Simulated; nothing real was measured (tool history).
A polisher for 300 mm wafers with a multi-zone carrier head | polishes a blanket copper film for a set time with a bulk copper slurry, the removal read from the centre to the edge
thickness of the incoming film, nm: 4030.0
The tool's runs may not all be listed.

run,hour,flow of slurry (ml/min),pressure of the head's centre zone,pressure of the head's middle zone,pressure of the head's edge zone,abrasive content of the slurry,polishing time (s),film removed at the wafer's centre (nm),film removed at mid-radius (nm),film removed at the wafer's edge (nm)
1,0,285,1,1,1,1,72,778.79,769.57,748.94
2,0.6,285,1,1,1,1.15,72,788.67,787.74,776.61
3,6.1,285,1,1,0.95,1.15,72,794.82,783.99,747.52
4,13.9,285,1.07,1,0.95,1.15,72,854.68,792.85,755.05
5,17.5,285,1.07,1,0.95,1.35,72,886.32,816.55,784.33
6,24.3,280,1.03,1,0.95,1.25,71,816.09,775.47,756.83
7,32.7,280,1.03,1,0.95,1.25,71,823.65,770.64,770.77
8,37.3,280,1,1.01,0.95,1.15,70,770.08,781.81,735.08
9,41.4,230,0.9,0.91,0.95,0.9,65,590.79,603.24,647.26
10,48.7,230,0.89,0.92,0.93,0.9,65,589.37,609.18,646.98
11,51.9,225,0.81,1.02,0.83,0.65,63,485.7,620.61,539.52
12,59.9,230,0.81,1.02,0.84,0.65,63,492.38,612.17,545.72
13,62.7,235,0.81,1.03,0.85,0.65,63,491.18,609.53,557.02
14,68.5,240,0.81,1.04,0.85,0.65,63,489.72,627.51,555.03
15,76.1,245,0.82,1.04,0.86,0.65,63,494.11,618.2,558.73

The next listed run, before its measurement:
16,82.1,250,0.82,1.04,0.86,0.65,63,?,?,?

{"run 16": {"film removed at the wafer's centre (nm)": 502.35, "film removed at mid-radius (nm)": 630.62, "film removed at the wafer's edge (nm)": 562.03}}
